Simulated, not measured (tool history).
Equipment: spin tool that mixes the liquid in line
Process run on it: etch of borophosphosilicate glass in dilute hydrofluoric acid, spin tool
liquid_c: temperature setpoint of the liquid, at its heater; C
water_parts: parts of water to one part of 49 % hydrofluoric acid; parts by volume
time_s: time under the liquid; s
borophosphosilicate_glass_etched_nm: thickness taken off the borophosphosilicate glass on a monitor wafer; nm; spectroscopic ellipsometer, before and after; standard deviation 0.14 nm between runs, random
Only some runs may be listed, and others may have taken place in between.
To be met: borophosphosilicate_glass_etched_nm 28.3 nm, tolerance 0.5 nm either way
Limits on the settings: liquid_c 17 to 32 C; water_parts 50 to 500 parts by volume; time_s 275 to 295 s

run	hour	liquid_c	water_parts	time_s	borophosphosilicate_glass_etched_nm
1	0	24	275	275	34.031
2	6.4	24	345	275	25.39
3	12.6	24	345	275	25.506
4	17.1	24	345	295	27.221
5	20.2	24.5	345	295	27.465
6	23.1	21.5	345	295	24.981
7	31.6	22	345	295	25.397
8	40.2	22.5	345	295	25.855
9	41.2	22.5	345	295	26.04
10	42.5	23	345	295	26.296
11	47.9	23.5	345	295	27.06
12	50	24	345	295	27.307
# hour 56.2: thermometer replaced
13	56.2	25	345	295	26.496
14	60.5	26	340	295	27.543
15	62.5	26.5	335	295	28.65

Next run, 4 choices. One meets every target within its allowed miss, the rest don't. Which?
A	64.5	25	310	275	?
B	64.5	28	325	275	?
C	64.5	25	335	295	?
D	64.5	27.5	315	275	?

move	borophosphosilicate_glass_etched_nm
A	28.339
B	29.423
C	27.455
D	30.174
A: hits every target within its allowed miss
B: misses by more than the last run did
C: moves the result that the last run missed by most past its target, out the other side
D: misses by more than the last run did
A is the move that brings every result within its allowed miss.
